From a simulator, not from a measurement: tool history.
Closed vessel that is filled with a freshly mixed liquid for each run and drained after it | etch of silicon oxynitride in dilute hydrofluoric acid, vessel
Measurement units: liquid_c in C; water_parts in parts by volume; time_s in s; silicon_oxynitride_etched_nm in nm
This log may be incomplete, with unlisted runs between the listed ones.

Run 1, hour 0: liquid_c 24 C, water_parts 115 parts by volume, time_s 60 s. Result: silicon_oxynitride_etched_nm 1.753 nm.
Run 2, hour 5: liquid_c 25.5 C, water_parts 115 parts by volume, time_s 60 s. Result: silicon_oxynitride_etched_nm 1.8413 nm.
Run 3, hour 11.4: liquid_c 26.5 C, water_parts 105 parts by volume, time_s 60 s. Result: silicon_oxynitride_etched_nm 2.1437 nm.
Run 4, hour 12.8: liquid_c 27 C, water_parts 100 parts by volume, time_s 60 s. Result: silicon_oxynitride_etched_nm 2.3234 nm.
Run 5, hour 17: liquid_c 27 C, water_parts 100 parts by volume, time_s 60 s. Result: silicon_oxynitride_etched_nm 2.3147 nm.
Run 6, hour 22: liquid_c 27.5 C, water_parts 95 parts by volume, time_s 60 s. Result: silicon_oxynitride_etched_nm 2.5376 nm.
Run 7, hour 25.3: liquid_c 28 C, water_parts 90 parts by volume, time_s 60 s. Result: silicon_oxynitride_etched_nm 2.7697 nm.
Run 8, hour 32.3: liquid_c 28.5 C, water_parts 90 parts by volume, time_s 60 s. Result: silicon_oxynitride_etched_nm 2.7849 nm.

What will run 9 give?
Run 9, hour 36.3: liquid_c 29 C, water_parts 85 parts by volume, time_s 60 s. Result: silicon_oxynitride_etched_nm ?.

Run 9 came out at silicon_oxynitride_etched_nm 3.1102 nm.
